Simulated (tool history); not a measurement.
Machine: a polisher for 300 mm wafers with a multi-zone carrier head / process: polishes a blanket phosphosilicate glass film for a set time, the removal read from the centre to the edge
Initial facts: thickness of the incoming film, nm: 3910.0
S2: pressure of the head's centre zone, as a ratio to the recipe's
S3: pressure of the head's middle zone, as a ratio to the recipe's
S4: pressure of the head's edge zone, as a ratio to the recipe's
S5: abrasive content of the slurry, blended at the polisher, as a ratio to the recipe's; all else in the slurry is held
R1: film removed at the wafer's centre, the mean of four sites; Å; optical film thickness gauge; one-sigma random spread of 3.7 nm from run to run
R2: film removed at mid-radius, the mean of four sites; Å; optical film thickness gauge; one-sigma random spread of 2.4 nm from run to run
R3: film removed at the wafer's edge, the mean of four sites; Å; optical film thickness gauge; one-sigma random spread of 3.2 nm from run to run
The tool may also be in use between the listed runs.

Run 1, hour 0.0: flow of slurry (ml/min) 315, S2 1.00, S3 1.00, S4 1.00, S5 1.00, polishing time (s) 75. Result: R1 4948.4 Å, R2 4881.9 Å, R3 4878.0 Å.
Run 2, hour 5.9: flow of slurry (ml/min) 315, S2 1.00, S3 1.07, S4 1.00, S5 1.00, polishing time (s) 75. Result: R1 5106.6 Å, R2 5224.9 Å, R3 4897.4 Å.
Run 3, hour 7.1: flow of slurry (ml/min) 315, S2 1.00, S3 1.02, S4 0.97, S5 0.85, polishing time (s) 70. Result: R1 4435.8 Å, R2 4347.9 Å, R3 4256.1 Å.
Run 4, hour 14.1: flow of slurry (ml/min) 315, S2 1.00, S3 0.96, S4 0.97, S5 0.85, polishing time (s) 70. Result: R1 4316.3 Å, R2 4132.4 Å, R3 4137.8 Å.
Run 5, hour 17.8: flow of slurry (ml/min) 310, S2 0.99, S3 0.92, S4 0.96, S5 0.75, polishing time (s) 67. Result: R1 3912.7 Å, R2 3571.8 Å, R3 3811.8 Å.
Run 6, hour 21.9: flow of slurry (ml/min) 310, S2 0.99, S3 0.92, S4 0.96, S5 0.75, polishing time (s) 85. Result: R1 4950.3 Å, R2 4582.1 Å, R3 4772.2 Å.
Run 7, hour 26.8: flow of slurry (ml/min) 310, S2 0.99, S3 0.92, S4 0.96, S5 0.75, polishing time (s) 85. Result: R1 5123.8 Å, R2 4653.5 Å, R3 4837.1 Å.
Run 8, hour 28.8: flow of slurry (ml/min) 310, S2 0.98, S3 0.90, S4 0.93, S5 0.70, polishing time (s) 78. Result: R1 4332.5 Å, R2 3965.3 Å, R3 4167.7 Å.
Run 9, hour 34.8: flow of slurry (ml/min) 310, S2 0.97, S3 0.88, S4 0.90, S5 0.65, polishing time (s) 74. Result: R1 4063.6 Å, R2 3554.5 Å, R3 3736.1 Å.
Run 10, hour 37.7: flow of slurry (ml/min) 305, S2 0.93, S3 0.87, S4 0.88, S5 0.60, polishing time (s) 71. Result: R1 3517.3 Å, R2 3277.5 Å, R3 3457.9 Å.
Run 11, hour 44.1: flow of slurry (ml/min) 305, S2 0.92, S3 0.86, S4 0.86, S5 0.55, polishing time (s) 69. Result: R1 3234.3 Å, R2 3029.6 Å, R3 3265.4 Å.
Run 12, hour 49.8: flow of slurry (ml/min) 305, S2 0.92, S3 0.86, S4 0.85, S5 0.55, polishing time (s) 67. Result: R1 3090.6 Å, R2 2942.3 Å, R3 3038.7 Å.
Run 13, hour 57.5: flow of slurry (ml/min) 305, S2 0.92, S3 0.86, S4 0.85, S5 0.55, polishing time (s) 67. Result: R1 3125.9 Å, R2 2914.8 Å, R3 3074.5 Å.

What does the tool deliver on the next run?
Run 14, hour 61.1: flow of slurry (ml/min) 300, S2 0.92, S3 0.85, S4 0.84, S5 0.55, polishing time (s) 67. Result: R1 ?, R2 ?, R3 ?.

R1: 3163.6 Å
R2: 2921.0 Å
R3: 3091.7 Å
